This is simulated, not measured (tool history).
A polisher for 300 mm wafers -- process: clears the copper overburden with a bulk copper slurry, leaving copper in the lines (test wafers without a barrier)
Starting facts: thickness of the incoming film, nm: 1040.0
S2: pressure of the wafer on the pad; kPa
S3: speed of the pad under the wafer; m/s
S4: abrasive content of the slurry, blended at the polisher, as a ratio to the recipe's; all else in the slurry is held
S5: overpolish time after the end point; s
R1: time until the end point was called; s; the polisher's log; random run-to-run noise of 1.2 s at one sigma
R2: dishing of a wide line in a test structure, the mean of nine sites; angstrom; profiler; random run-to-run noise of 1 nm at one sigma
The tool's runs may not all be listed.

run 1 hour=0.0 | flow_of_slurry_(ml/min)=220 S2=19.3 S3=1.04 S4=1.00 S5=15 | R1=127.89 R2=596.65
run 2 hour=6.2 | flow_of_slurry_(ml/min)=220 S2=19.3 S3=1.04 S4=0.85 S5=15 | R1=127.20 R2=603.97
run 3 hour=9.5 | flow_of_slurry_(ml/min)=220 S2=20.0 S3=1.04 S4=0.85 S5=14 | R1=125.82 R2=563.44
run 4 hour=10.2 | flow_of_slurry_(ml/min)=220 S2=20.0 S3=1.04 S4=0.85 S5=8 | R1=122.51 R2=371.48
run 5 hour=12.2 | flow_of_slurry_(ml/min)=220 S2=20.7 S3=1.04 S4=0.85 S5=8 | R1=121.36 R2=373.16
run 6 hour=17.9 | flow_of_slurry_(ml/min)=220 S2=21.4 S3=1.04 S4=0.85 S5=8 | R1=119.73 R2=384.87

Run 7 is up next; what results do you expect?
run 7 hour=23.6 | flow_of_slurry_(ml/min)=220 S2=26.9 S3=1.04 S4=0.85 S5=13 | R1=? R2=?

Run 7 came out at R1 100.69 s, R2 640.42 angstrom.
